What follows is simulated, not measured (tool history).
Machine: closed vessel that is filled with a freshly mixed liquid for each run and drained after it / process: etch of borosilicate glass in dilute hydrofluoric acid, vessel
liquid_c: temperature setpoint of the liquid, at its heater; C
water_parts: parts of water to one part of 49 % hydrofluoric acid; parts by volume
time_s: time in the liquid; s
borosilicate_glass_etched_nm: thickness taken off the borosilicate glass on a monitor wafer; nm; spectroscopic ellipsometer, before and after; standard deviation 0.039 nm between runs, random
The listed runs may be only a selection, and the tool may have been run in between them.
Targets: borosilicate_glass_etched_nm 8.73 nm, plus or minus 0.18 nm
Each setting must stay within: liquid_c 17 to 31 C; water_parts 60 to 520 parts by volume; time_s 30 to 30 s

run	hour	liquid_c	water_parts	time_s	borosilicate_glass_etched_nm
1	0	23	290	30	2.1896
2	6.3	23	290	30	2.1867
3	13.8	19.5	290	30	1.9198
4	20.3	21.5	290	30	2.0546
5	23.3	21.5	390	30	1.4119
6	24.9	24	300	30	2.1712
7	33.3	26	235	30	3.1631
8	36.9	27.5	190	30	4.3188
9	44.5	28.5	160	30	5.5585
10	51.3	29	145	30	6.3929
11	58.9	29	145	30	6.3586
12	62.5	29.5	135	30	7.0859
13	64.5	30	130	30	7.518
14	65.5	30.5	125	30	7.9909
15	67	31	105	30	9.9911
16	72.3	30.5	105	30	9.7948
17	73.2	30	105	30	9.6511
18	81.5	29	105	30	9.1768
19	85.1	28.5	105	30	8.9992
20	94.1	28	105	30	8.9477

5 next moves are on the table. One of them brings every result within its allowed miss. Which?
A	103.1	28.5	115	30	?
B	103.1	26.5	105	30	?
C	103.1	29	115	30	?
D	103.1	29	110	30	?
E	103.1	27.5	110	30	?

move	borosilicate_glass_etched_nm
A	8.232
B	8.4656
C	8.3876
D	8.8285
E	8.3419
A: takes the result that was furthest off past its target
B: takes the result that was furthest off past its target
C: takes the result that was furthest off past its target
D: all results land within tolerance of their targets
E: takes the result that was furthest off past its target
The right move is D.
